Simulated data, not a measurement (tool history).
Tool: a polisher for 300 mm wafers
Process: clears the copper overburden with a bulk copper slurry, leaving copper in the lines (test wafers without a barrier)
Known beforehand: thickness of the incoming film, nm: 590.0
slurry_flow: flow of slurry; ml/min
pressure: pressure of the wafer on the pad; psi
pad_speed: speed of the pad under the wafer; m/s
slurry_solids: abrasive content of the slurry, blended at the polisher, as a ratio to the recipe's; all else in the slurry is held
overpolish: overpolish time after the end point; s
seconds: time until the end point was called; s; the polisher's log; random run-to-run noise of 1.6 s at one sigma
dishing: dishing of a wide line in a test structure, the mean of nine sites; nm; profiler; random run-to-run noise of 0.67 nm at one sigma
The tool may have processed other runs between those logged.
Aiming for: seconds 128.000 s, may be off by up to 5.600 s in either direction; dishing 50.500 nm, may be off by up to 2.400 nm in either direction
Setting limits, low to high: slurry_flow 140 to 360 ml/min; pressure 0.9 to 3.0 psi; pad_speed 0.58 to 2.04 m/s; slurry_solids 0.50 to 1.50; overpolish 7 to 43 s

run    day  slurry_flow  pressure  pad_speed  slurry_solids  overpolish  seconds  dishing
  1  0.000          230       1.9       1.30           1.00          22   89.974   57.436
  2  0.350          260       1.9       1.30           1.00          22   89.800   57.817
  3  0.662          260       2.1       1.30           1.00          22   80.519   59.693
  4  0.946          260       1.9       1.30           1.00          22   88.628   57.734
  5  1.129          260       1.9       1.58           1.00          22   76.485   59.768
  6  1.167          260       1.7       1.56           1.00          23   87.608   58.167
  7  1.354          260       1.1       1.54           1.00          24  132.310   45.198
  8  1.671          260       1.1       1.54           1.00          25  132.070   45.587
  9  1.979          260       1.1       1.54           1.00          26  133.340   45.902

Which single option among these 5 for the next run brings every result within its allowed miss of target? Just one does.
  A  2.288          260       1.3       1.48           0.95          27        ?        ?
  B  2.288          255       1.2       1.42           1.05          29        ?        ?
  C  2.288          250       1.2       1.34           1.00          33        ?        ?
  D  2.288          240       1.3       1.52           1.05          39        ?        ?
  E  2.288          265       1.2       1.44           1.00          20        ?        ?

move  seconds  dishing
   A  117.510   51.186
   B  126.880   50.090
   C  134.670   51.255
   D  112.790   57.199
   E  126.950   42.842
A: the worst result of the last run now meets its target, but another is out of spec
B: every result lands within tolerance
C: the worst result of the last run now meets its target, but another is out of spec
D: pushes the last run's worst result past its target
E: misses by more than the last run did
The move that meets every target is B.

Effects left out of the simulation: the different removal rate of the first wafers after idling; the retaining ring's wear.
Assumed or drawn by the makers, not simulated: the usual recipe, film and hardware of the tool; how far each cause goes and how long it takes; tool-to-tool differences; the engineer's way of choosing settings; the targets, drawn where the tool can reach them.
